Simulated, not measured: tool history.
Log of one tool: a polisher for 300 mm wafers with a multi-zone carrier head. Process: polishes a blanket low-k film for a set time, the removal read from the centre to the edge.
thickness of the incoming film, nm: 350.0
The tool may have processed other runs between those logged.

| run | hour | flow of slurry (ml/min) | pressure of the head's centre zone | pressure of the head's middle zone | pressure of the head's edge zone | abrasive content of the slurry | polishing time (s) | film removed at the wafer's centre (nm) | film removed at mid-radius (nm) | film removed at the wafer's edge (nm) |
|---|---|---|---|---|---|---|---|---|---|---|
| 1 | 0 | 250 | 1 | 1 | 1 | 1 | 54 | 21.02 | 19.956 | 20.063 |
| 2 | 3.8 | 250 | 1 | 1 | 1 | 0.8 | 54 | 19.452 | 18.467 | 18.432 |
| 3 | 12.7 | 245 | 1 | 0.98 | 1 | 0.75 | 53 | 18.698 | 17.109 | 17.53 |
| 4 | 17.3 | 275 | 1 | 0.98 | 1 | 0.75 | 53 | 18.776 | 17.878 | 17.868 |
| 5 | 22.6 | 260 | 0.99 | 0.96 | 1 | 0.7 | 52 | 17.818 | 16.469 | 16.89 |
| 6 | 26.6 | 260 | 0.99 | 0.96 | 1 | 0.7 | 63 | 21.484 | 20.063 | 20.56 |
| 7 | 29.7 | 250 | 0.98 | 0.94 | 1 | 0.7 | 61 | 20.517 | 18.991 | 19.898 |
| 8 | 36.3 | 240 | 0.97 | 0.93 | 1 | 0.7 | 59 | 19.296 | 18.01 | 19.251 |
|  | 38.4 | edge zone pressure recalibrated |
| 9 | 38.4 | 230 | 0.97 | 0.92 | 0.99 | 0.7 | 57 | 18.932 | 17.827 | 19.029 |
| 10 | 44.6 | 230 | 0.97 | 0.91 | 1 | 0.7 | 55 | 18.177 | 16.431 | 18.483 |
| 11 | 51.8 | 230 | 0.97 | 0.9 | 0.99 | 0.7 | 53 | 17.416 | 16.125 | 17.712 |
| 12 | 56.3 | 230 | 0.98 | 0.89 | 0.99 | 0.7 | 51 | 17.058 | 14.986 | 16.989 |

What does the tool deliver on the next run?
| 13 | 60.4 | 230 | 0.98 | 0.88 | 0.99 | 0.7 | 50 | ? | ? | ? |

Logged for run 13: film removed at the wafer's centre (nm) 16.638, film removed at mid-radius (nm) 14.873, film removed at the wafer's edge (nm) 17.064.
